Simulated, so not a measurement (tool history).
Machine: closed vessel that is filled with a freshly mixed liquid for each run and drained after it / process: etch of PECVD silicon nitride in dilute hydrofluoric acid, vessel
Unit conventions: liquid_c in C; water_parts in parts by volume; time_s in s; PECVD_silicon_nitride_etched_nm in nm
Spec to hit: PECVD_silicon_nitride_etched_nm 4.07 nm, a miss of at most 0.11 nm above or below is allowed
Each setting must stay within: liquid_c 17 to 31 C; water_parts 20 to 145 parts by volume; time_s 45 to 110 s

| run | day | liquid_c | water_parts | time_s | PECVD_silicon_nitride_etched_nm |
|---|---|---|---|---|---|
| 1 | 0 | 23 | 80 | 110 | 5.0749 |
| 2 | 0.125 | 23 | 70 | 110 | 5.8162 |
| 3 | 0.392 | 23 | 70 | 45 | 2.4043 |
| 4 | 0.712 | 25.5 | 70 | 45 | 2.8537 |
| 5 | 0.762 | 25.5 | 70 | 45 | 2.854 |
| 6 | 0.933 | 25.5 | 70 | 110 | 6.9603 |
|  | 1.204 | hydrofluoric acid flow meter replaced |
| 7 | 1.204 | 24 | 70 | 110 | 7.0123 |
| 8 | 1.229 | 23 | 80 | 110 | 5.7445 |
| 9 | 1.417 | 22 | 60 | 110 | 7.1595 |
| 10 | 1.562 | 24.5 | 70 | 110 | 7.1524 |
| 11 | 1.771 | 20.5 | 85 | 110 | 4.5477 |
| 12 | 1.833 | 20 | 85 | 110 | 4.3977 |
| 13 | 2.079 | 19.5 | 85 | 110 | 4.2572 |

Exercise: of the 4 proposed moves below, exactly one satisfies all targets within the stated allowed misses. Which move is it?
| A | 2.325 | 19.5 | 80 | 110 | ? |
| B | 2.325 | 19.5 | 90 | 110 | ? |
| C | 2.325 | 21 | 80 | 95 | ? |
| D | 2.325 | 21.5 | 90 | 105 | ? |

| move | PECVD_silicon_nitride_etched_nm |
|---|---|
| A | 4.5503 |
| B | 4.0567 |
| C | 4.355 |
| D | 4.4371 |
A: its largest miss is bigger than the last run's
B: hits every target within its allowed miss
C: its largest miss is bigger than the last run's
D: its largest miss is bigger than the last run's
Correct choice: B, which meets every target

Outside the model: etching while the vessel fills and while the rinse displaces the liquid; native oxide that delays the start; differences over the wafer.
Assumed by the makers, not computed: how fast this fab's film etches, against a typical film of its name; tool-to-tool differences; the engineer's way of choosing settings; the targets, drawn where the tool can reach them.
